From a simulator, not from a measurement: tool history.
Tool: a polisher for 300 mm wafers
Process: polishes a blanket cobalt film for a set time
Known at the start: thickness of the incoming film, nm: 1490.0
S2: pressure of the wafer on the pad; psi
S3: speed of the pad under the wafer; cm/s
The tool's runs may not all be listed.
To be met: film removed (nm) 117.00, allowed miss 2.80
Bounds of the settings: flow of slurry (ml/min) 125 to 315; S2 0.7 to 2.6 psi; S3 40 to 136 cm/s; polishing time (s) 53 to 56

run 1 hour=0.0 | flow_of_slurry_(ml/min)=205 S2=1.6 S3=88 polishing_time_(s)=53 | film_removed_(nm)=171.98
run 2 hour=4.1 | flow_of_slurry_(ml/min)=205 S2=1.6 S3=88 polishing_time_(s)=53 | film_removed_(nm)=171.66
run 3 hour=6.7 | flow_of_slurry_(ml/min)=205 S2=1.6 S3=96 polishing_time_(s)=53 | film_removed_(nm)=190.03
run 4 hour=15.5 | flow_of_slurry_(ml/min)=250 S2=1.6 S3=96 polishing_time_(s)=53 | film_removed_(nm)=196.76
run 5 hour=20.3 | flow_of_slurry_(ml/min)=235 S2=1.4 S3=96 polishing_time_(s)=53 | film_removed_(nm)=174.45
run 6 hour=24.6 | flow_of_slurry_(ml/min)=220 S2=1.2 S3=96 polishing_time_(s)=53 | film_removed_(nm)=158.06
run 7 hour=29.8 | flow_of_slurry_(ml/min)=210 S2=1.1 S3=96 polishing_time_(s)=53 | film_removed_(nm)=146.84
run 8 hour=35.1 | flow_of_slurry_(ml/min)=200 S2=1.0 S3=96 polishing_time_(s)=53 | film_removed_(nm)=135.82
-- hour=38.7 slurry nozzle cleaned
run 9 hour=38.7 | flow_of_slurry_(ml/min)=160 S2=0.8 S3=96 polishing_time_(s)=53 | film_removed_(nm)=125.21

5 next moves are on the table. One of them brings every result within its allowed miss. Which?
run A hour=42.3 | flow_of_slurry_(ml/min)=180 S2=0.7 S3=108 polishing_time_(s)=55 | film_removed_(nm)=?
run B hour=42.3 | flow_of_slurry_(ml/min)=155 S2=0.8 S3=100 polishing_time_(s)=55 | film_removed_(nm)=?
run C hour=42.3 | flow_of_slurry_(ml/min)=170 S2=0.8 S3=92 polishing_time_(s)=55 | film_removed_(nm)=?
run D hour=42.3 | flow_of_slurry_(ml/min)=140 S2=0.8 S3=92 polishing_time_(s)=53 | film_removed_(nm)=?
run E hour=42.3 | flow_of_slurry_(ml/min)=160 S2=0.8 S3=96 polishing_time_(s)=55 | film_removed_(nm)=?

move=A film_removed_(nm)=137.19
move=B film_removed_(nm)=133.23
move=C film_removed_(nm)=124.90
move=D film_removed_(nm)=116.01
move=E film_removed_(nm)=128.80
A: further off than the last run
B: further off than the last run
C: as far off as the last run
D: meets every target
E: further off than the last run
Move D is the one to make.
